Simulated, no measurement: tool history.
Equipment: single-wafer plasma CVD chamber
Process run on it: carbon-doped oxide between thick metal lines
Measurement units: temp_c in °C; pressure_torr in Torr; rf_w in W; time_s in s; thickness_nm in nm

{"run": 1, "hour": 0.0, "temp_c": 340, "pressure_torr": 4.7, "rf_w": 665, "time_s": 110.6, "thickness_nm": 603.93}
{"run": 2, "hour": 7.3, "temp_c": 340, "pressure_torr": 4.7, "rf_w": 665, "time_s": 110.6, "thickness_nm": 600.7}
{"run": 3, "hour": 14.2, "temp_c": 340, "pressure_torr": 4.7, "rf_w": 665, "time_s": 110.6, "thickness_nm": 606.29}
{"run": 4, "hour": 22.0, "temp_c": 340, "pressure_torr": 4.7, "rf_w": 665, "time_s": 114.2, "thickness_nm": 623.23}
{"run": 5, "hour": 30.3, "temp_c": 344, "pressure_torr": 4.7, "rf_w": 665, "time_s": 114.2, "thickness_nm": 610.72}
{"run": 6, "hour": 36.7, "temp_c": 344, "pressure_torr": 4.7, "rf_w": 665, "time_s": 110.6, "thickness_nm": 597.23}
{"run": 7, "hour": 37.9, "temp_c": 345, "pressure_torr": 4.57, "rf_w": 650, "time_s": 110.6, "thickness_nm": 578.69}

Forecast run 8:
{"run": 8, "hour": 40.7, "temp_c": 347, "pressure_torr": 4.48, "rf_w": 645, "time_s": 110.6, "thickness_nm": "?"}

{"run 8": {"thickness_nm": 570.69}}
